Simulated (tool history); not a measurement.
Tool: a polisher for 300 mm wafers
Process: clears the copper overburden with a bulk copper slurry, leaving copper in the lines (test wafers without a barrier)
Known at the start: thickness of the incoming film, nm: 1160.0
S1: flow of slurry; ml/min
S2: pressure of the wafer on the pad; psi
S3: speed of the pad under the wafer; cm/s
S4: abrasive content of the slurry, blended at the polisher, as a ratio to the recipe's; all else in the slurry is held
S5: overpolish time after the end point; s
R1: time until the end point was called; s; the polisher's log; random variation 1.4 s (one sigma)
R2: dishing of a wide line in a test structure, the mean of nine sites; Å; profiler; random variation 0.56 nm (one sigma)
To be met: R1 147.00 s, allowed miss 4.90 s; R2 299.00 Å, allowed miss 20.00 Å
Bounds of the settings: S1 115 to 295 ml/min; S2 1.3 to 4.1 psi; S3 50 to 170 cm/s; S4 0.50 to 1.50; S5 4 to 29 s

Run 1, hour 0.0: S1 190 ml/min, S2 2.7 psi, S3 110 cm/s, S4 1.00, S5 15 s. Result: R1 108.33 s, R2 556.53 Å.
Run 2, hour 7.8: S1 190 ml/min, S2 2.5 psi, S3 112 cm/s, S4 1.00, S5 14 s. Result: R1 114.05 s, R2 518.85 Å.
Run 3, hour 8.9: S1 190 ml/min, S2 2.4 psi, S3 114 cm/s, S4 1.00, S5 13 s. Result: R1 117.57 s, R2 495.01 Å.
Run 4, hour 16.5: S1 190 ml/min, S2 2.3 psi, S3 116 cm/s, S4 1.00, S5 12 s. Result: R1 120.09 s, R2 480.34 Å.
Run 5, hour 18.5: S1 190 ml/min, S2 2.2 psi, S3 118 cm/s, S4 1.00, S5 11 s. Result: R1 122.68 s, R2 443.74 Å.
Run 6, hour 26.7: S1 190 ml/min, S2 2.1 psi, S3 120 cm/s, S4 1.00, S5 10 s. Result: R1 128.21 s, R2 426.76 Å.
Run 7, hour 30.2: S1 190 ml/min, S2 1.4 psi, S3 136 cm/s, S4 1.05, S5 4 s. Result: R1 162.86 s, R2 180.50 Å.
Run 8, hour 35.2: S1 190 ml/min, S2 1.4 psi, S3 134 cm/s, S4 1.05, S5 4 s. Result: R1 166.51 s, R2 175.39 Å.
Run 9, hour 36.1: S1 190 ml/min, S2 1.5 psi, S3 132 cm/s, S4 1.05, S5 4 s. Result: R1 157.54 s, R2 190.35 Å.
Run 10, hour 38.6: S1 190 ml/min, S2 1.5 psi, S3 130 cm/s, S4 1.05, S5 4 s. Result: R1 160.55 s, R2 181.37 Å.
Run 11, hour 40.1: S1 190 ml/min, S2 1.5 psi, S3 130 cm/s, S4 1.00, S5 4 s. Result: R1 158.87 s, R2 184.74 Å.
Run 12, hour 46.4: S1 190 ml/min, S2 1.5 psi, S3 128 cm/s, S4 1.00, S5 5 s. Result: R1 163.87 s, R2 213.83 Å.
Run 13, hour 51.6: S1 210 ml/min, S2 1.9 psi, S3 124 cm/s, S4 1.05, S5 12 s. Result: R1 131.10 s, R2 445.17 Å.
Run 14, hour 52.7: S1 210 ml/min, S2 1.9 psi, S3 124 cm/s, S4 1.05, S5 12 s. Result: R1 131.72 s, R2 444.02 Å.
Run 15, hour 56.5: S1 200 ml/min, S2 1.9 psi, S3 124 cm/s, S4 1.05, S5 12 s. Result: R1 131.85 s, R2 442.29 Å.
At hour 59.0: slurry blender recalibrated.
Run 16, hour 59.0: S1 195 ml/min, S2 1.9 psi, S3 124 cm/s, S4 1.05, S5 12 s. Result: R1 126.75 s, R2 469.85 Å.
Run 17, hour 65.0: S1 200 ml/min, S2 1.9 psi, S3 124 cm/s, S4 1.05, S5 12 s. Result: R1 124.44 s, R2 466.93 Å.
Run 18, hour 73.3: S1 190 ml/min, S2 1.7 psi, S3 122 cm/s, S4 1.10, S5 10 s. Result: R1 139.66 s, R2 399.73 Å.
Run 19, hour 77.2: S1 190 ml/min, S2 1.7 psi, S3 122 cm/s, S4 1.10, S5 10 s. Result: R1 139.10 s, R2 382.01 Å.
Run 20, hour 79.4: S1 200 ml/min, S2 1.7 psi, S3 126 cm/s, S4 1.00, S5 9 s. Result: R1 138.24 s, R2 365.13 Å.
Run 21, hour 85.1: S1 195 ml/min, S2 1.7 psi, S3 126 cm/s, S4 1.10, S5 9 s. Result: R1 136.90 s, R2 366.29 Å.
Run 22, hour 92.3: S1 195 ml/min, S2 1.6 psi, S3 130 cm/s, S4 1.05, S5 9 s. Result: R1 144.05 s, R2 353.48 Å.
Run 23, hour 99.4: S1 200 ml/min, S2 1.6 psi, S3 130 cm/s, S4 1.05, S5 9 s. Result: R1 141.21 s, R2 367.28 Å.
Run 24, hour 101.0: S1 200 ml/min, S2 1.6 psi, S3 126 cm/s, S4 1.10, S5 8 s. Result: R1 144.83 s, R2 333.72 Å.

Which of these 4 next moves meets every target?
Run A, hour 102.6: S1 195 ml/min, S2 1.4 psi, S3 128 cm/s, S4 0.95, S5 6 s. Result: R1 ?, R2 ?.
Run B, hour 102.6: S1 215 ml/min, S2 1.3 psi, S3 156 cm/s, S4 1.20, S5 9 s. Result: R1 ?, R2 ?.
Run C, hour 102.6: S1 220 ml/min, S2 1.6 psi, S3 122 cm/s, S4 1.20, S5 9 s. Result: R1 ?, R2 ?.
Run D, hour 102.6: S1 150 ml/min, S2 1.4 psi, S3 148 cm/s, S4 1.00, S5 7 s. Result: R1 ?, R2 ?.

move      R1      R2
   A  167.99  239.67
   B  141.24  352.33
   C  147.69  348.74
   D  148.60  292.38
A: takes the result that was furthest off past its target
B: further off than the last run
C: further off than the last run
D: meets every target
Move D is the one to make.

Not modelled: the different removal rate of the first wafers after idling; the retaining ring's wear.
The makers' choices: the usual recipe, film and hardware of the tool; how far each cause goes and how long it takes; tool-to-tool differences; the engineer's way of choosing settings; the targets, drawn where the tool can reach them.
